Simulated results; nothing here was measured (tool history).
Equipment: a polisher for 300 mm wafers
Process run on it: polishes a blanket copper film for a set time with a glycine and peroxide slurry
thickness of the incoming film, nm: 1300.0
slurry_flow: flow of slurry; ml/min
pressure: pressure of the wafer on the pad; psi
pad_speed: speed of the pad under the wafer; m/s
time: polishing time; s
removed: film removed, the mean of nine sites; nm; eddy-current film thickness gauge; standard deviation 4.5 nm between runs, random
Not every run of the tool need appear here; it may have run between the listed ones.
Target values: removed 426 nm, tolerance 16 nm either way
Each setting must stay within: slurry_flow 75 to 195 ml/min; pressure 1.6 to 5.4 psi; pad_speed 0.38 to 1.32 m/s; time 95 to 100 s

run 1 hour=0 | slurry_flow=125 pressure=3.5 pad_speed=0.84 time=95 | removed=564.45
run 2 hour=2.4 | slurry_flow=125 pressure=4.3 pad_speed=0.84 time=95 | removed=675.05
run 3 hour=4.8 | slurry_flow=125 pressure=4 pad_speed=0.84 time=95 | removed=635.74
run 4 hour=9 | slurry_flow=125 pressure=3.3 pad_speed=0.84 time=95 | removed=537.7
run 5 hour=16.3 | slurry_flow=120 pressure=3.1 pad_speed=0.84 time=95 | removed=499.53
run 6 hour=20.7 | slurry_flow=145 pressure=3.1 pad_speed=0.84 time=95 | removed=519.41
run 7 hour=28.3 | slurry_flow=145 pressure=3 pad_speed=0.84 time=95 | removed=513.83
run 8 hour=34 | slurry_flow=140 pressure=2.9 pad_speed=0.84 time=95 | removed=489.64
run 9 hour=39.2 | slurry_flow=135 pressure=2.8 pad_speed=0.84 time=95 | removed=481.08
run 10 hour=45.3 | slurry_flow=135 pressure=2.7 pad_speed=0.84 time=95 | removed=454.76
run 11 hour=53.6 | slurry_flow=130 pressure=2.7 pad_speed=0.84 time=95 | removed=460.5
run 12 hour=58.3 | slurry_flow=125 pressure=2.7 pad_speed=0.84 time=95 | removed=454.62
run 13 hour=60.5 | slurry_flow=120 pressure=2.7 pad_speed=0.84 time=95 | removed=451.53
run 14 hour=61.7 | slurry_flow=120 pressure=2.7 pad_speed=0.84 time=95 | removed=455.42

Which of these 4 next moves meets every target?
run A hour=62.9 | slurry_flow=120 pressure=2.6 pad_speed=0.82 time=95 | removed=?
run B hour=62.9 | slurry_flow=110 pressure=3.2 pad_speed=0.74 time=100 | removed=?
run C hour=62.9 | slurry_flow=120 pressure=2.9 pad_speed=0.76 time=99 | removed=?
run D hour=62.9 | slurry_flow=140 pressure=2.2 pad_speed=1.02 time=96 | removed=?

move=A removed=433.84
move=B removed=485.72
move=C removed=463.44
move=D removed=471.59
A: each result inside its tolerance
B: the biggest miss grows against the last run
C: the biggest miss grows against the last run
D: the biggest miss grows against the last run
A is the move that brings every result within its allowed miss.

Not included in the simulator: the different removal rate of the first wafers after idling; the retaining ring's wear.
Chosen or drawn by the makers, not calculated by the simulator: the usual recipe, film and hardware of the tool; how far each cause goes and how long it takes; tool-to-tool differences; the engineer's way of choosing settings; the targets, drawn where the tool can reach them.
